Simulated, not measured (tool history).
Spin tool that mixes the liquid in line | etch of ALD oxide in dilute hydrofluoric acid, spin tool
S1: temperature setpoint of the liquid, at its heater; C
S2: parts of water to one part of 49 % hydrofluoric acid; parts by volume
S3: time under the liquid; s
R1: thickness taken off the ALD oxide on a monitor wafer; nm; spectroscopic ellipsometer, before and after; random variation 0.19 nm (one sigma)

Run 1, hour 0.0: S1 21.0 C, S2 70 parts by volume, S3 35 s. Result: R1 8.4291 nm.
Run 2, hour 2.4: S1 23.5 C, S2 55 parts by volume, S3 35 s. Result: R1 12.0760 nm.
Run 3, hour 4.0: S1 23.5 C, S2 65 parts by volume, S3 35 s. Result: R1 10.1600 nm.
Run 4, hour 11.7: S1 25.0 C, S2 50 parts by volume, S3 35 s. Result: R1 14.2640 nm.
Run 5, hour 13.8: S1 26.0 C, S2 45 parts by volume, S3 35 s. Result: R1 16.7610 nm.
Run 6, hour 19.0: S1 23.5 C, S2 45 parts by volume, S3 35 s. Result: R1 14.9860 nm.
Run 7, hour 20.8: S1 23.5 C, S2 45 parts by volume, S3 35 s. Result: R1 14.9620 nm.

Forecast run 8:
Run 8, hour 28.7: S1 25.0 C, S2 40 parts by volume, S3 35 s. Result: R1 ?.

Run 8 gave R1 18.1920 nm.
